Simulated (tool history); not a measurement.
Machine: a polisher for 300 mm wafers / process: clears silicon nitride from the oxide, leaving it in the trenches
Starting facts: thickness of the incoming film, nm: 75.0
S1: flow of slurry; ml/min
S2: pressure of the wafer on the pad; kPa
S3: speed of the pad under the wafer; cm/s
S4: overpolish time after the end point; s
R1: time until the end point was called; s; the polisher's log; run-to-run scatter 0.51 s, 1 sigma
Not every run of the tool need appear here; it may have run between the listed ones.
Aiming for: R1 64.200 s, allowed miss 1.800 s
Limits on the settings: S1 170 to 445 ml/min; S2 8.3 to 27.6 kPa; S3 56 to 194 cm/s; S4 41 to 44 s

run 1 hour=0.0 | S1=285 S2=17.9 S3=124 S4=41 | R1=91.402
run 2 hour=0.9 | S1=220 S2=17.9 S3=124 S4=41 | R1=93.016
run 3 hour=9.8 | S1=220 S2=19.3 S3=124 S4=41 | R1=86.403
run 4 hour=17.3 | S1=220 S2=20.7 S3=124 S4=41 | R1=82.044
run 5 hour=26.2 | S1=220 S2=22.8 S3=124 S4=41 | R1=73.814
run 6 hour=33.1 | S1=220 S2=23.4 S3=124 S4=41 | R1=71.715
run 7 hour=33.7 | S1=220 S2=24.1 S3=124 S4=41 | R1=69.064
run 8 hour=38.8 | S1=225 S2=24.8 S3=124 S4=41 | R1=68.377

Of the 4 settings listed for the next run, only one would bring every result within its allowed miss of target. Which one?
run A hour=43.9 | S1=230 S2=24.8 S3=132 S4=44 | R1=?
run B hour=43.9 | S1=220 S2=25.5 S3=120 S4=41 | R1=?
run C hour=43.9 | S1=215 S2=24.8 S3=126 S4=41 | R1=?
run D hour=43.9 | S1=265 S2=26.2 S3=116 S4=41 | R1=?

move=A R1=63.501
move=B R1=68.188
move=C R1=67.003
move=D R1=67.182
A: all results in spec
B: about as far from the targets as the last run
C: nearer the targets than the last run, but a result is still out of spec
D: nearer the targets than the last run, but a result is still out of spec
Correct choice: A, which meets every target
